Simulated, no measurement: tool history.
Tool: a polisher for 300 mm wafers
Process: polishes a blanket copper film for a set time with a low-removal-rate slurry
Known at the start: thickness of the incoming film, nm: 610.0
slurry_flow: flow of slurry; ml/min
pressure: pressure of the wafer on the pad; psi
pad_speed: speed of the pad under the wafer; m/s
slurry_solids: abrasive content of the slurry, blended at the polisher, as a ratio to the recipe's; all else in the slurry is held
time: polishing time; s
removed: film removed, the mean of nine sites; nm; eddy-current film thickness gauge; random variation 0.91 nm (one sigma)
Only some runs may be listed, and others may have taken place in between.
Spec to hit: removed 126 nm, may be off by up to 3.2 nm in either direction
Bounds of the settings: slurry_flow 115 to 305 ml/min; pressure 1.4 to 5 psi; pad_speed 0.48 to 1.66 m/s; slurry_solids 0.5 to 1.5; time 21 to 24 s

run 1 day=0 | slurry_flow=195 pressure=3.2 pad_speed=1.06 slurry_solids=1 time=24 | removed=98.293
run 2 day=0.104 | slurry_flow=195 pressure=2.9 pad_speed=1.06 slurry_solids=1 time=24 | removed=92.956
run 3 day=0.192 | slurry_flow=160 pressure=2.9 pad_speed=1.06 slurry_solids=1 time=24 | removed=89.565
run 4 day=0.538 | slurry_flow=175 pressure=3.3 pad_speed=1.06 slurry_solids=1 time=24 | removed=99.42
run 5 day=0.838 | slurry_flow=175 pressure=2.7 pad_speed=1.06 slurry_solids=1 time=24 | removed=86.647
run 6 day=1.033 | slurry_flow=175 pressure=2.7 pad_speed=1.06 slurry_solids=1 time=24 | removed=86.486
run 7 day=1.358 | slurry_flow=175 pressure=2.7 pad_speed=1.06 slurry_solids=1 time=24 | removed=85.927
run 8 day=1.675 | slurry_flow=195 pressure=3.1 pad_speed=1.06 slurry_solids=1 time=24 | removed=96.772
run 9 day=1.767 | slurry_flow=210 pressure=3.4 pad_speed=1.06 slurry_solids=1 time=24 | removed=105.52
run 10 day=2.05 | slurry_flow=225 pressure=3.6 pad_speed=1.06 slurry_solids=1 time=24 | removed=111.04
run 11 day=2.146 | slurry_flow=230 pressure=3.7 pad_speed=1.06 slurry_solids=1 time=24 | removed=112.34
run 12 day=2.5 | slurry_flow=230 pressure=3.9 pad_speed=1.06 slurry_solids=1 time=24 | removed=119.72
run 13 day=2.804 | slurry_flow=235 pressure=4 pad_speed=1.06 slurry_solids=1 time=24 | removed=120.41

Which single option among these 5 for the next run brings every result within its allowed miss of target? Just one does.
run A day=3.108 | slurry_flow=260 pressure=4.3 pad_speed=1 slurry_solids=0.9 time=23 | removed=?
run B day=3.108 | slurry_flow=250 pressure=4.2 pad_speed=1.14 slurry_solids=1.05 time=24 | removed=?
run C day=3.108 | slurry_flow=220 pressure=4.3 pad_speed=1.08 slurry_solids=1.1 time=24 | removed=?
run D day=3.108 | slurry_flow=250 pressure=4.2 pad_speed=1.02 slurry_solids=1.15 time=24 | removed=?
run E day=3.108 | slurry_flow=255 pressure=3.7 pad_speed=1.06 slurry_solids=1 time=23 | removed=?

move=A removed=115.16
move=B removed=136.54
move=C removed=130.96
move=D removed=124.37
move=E removed=109.73
A: the biggest miss grows against the last run
B: moves the result that the last run missed by most past its target, out the other side
C: moves the result that the last run missed by most past its target, out the other side
D: all results land within tolerance of their targets
E: the biggest miss grows against the last run
Move D is the one to make.
